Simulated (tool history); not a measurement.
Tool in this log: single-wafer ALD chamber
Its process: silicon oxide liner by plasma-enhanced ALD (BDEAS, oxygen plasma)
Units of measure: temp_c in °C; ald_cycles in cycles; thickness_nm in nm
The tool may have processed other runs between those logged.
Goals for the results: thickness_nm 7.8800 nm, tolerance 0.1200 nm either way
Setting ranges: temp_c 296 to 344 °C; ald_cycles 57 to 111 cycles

run  hour  temp_c  ald_cycles  thickness_nm
  1   0.0     320          84        7.0681
  2   0.5     319          86        7.3037
  3   6.9     312          86        7.3070
  4  11.3     304          86        7.3496
  5  15.7     296          86        7.5181
  6  18.8     296          87        7.5839
  7  20.6     296          87        7.5913
  8  27.8     296          88        7.6498

Which single option among these 5 for the next run brings every result within its allowed miss of target? Just one does.
  A  35.0     296          90             ?
  B  35.0     296          86             ?
  C  35.0     296          84             ?
  D  35.0     296          83             ?
  E  35.0     298          84             ?

move  thickness_nm
   A        7.9407
   B        7.5878
   C        7.4113
   D        7.3231
   E        7.3642
A: every result within its allowed miss
B: moves away from the targets compared with the last run
C: moves away from the targets compared with the last run
D: moves away from the targets compared with the last run
E: moves away from the targets compared with the last run
The right move is A.
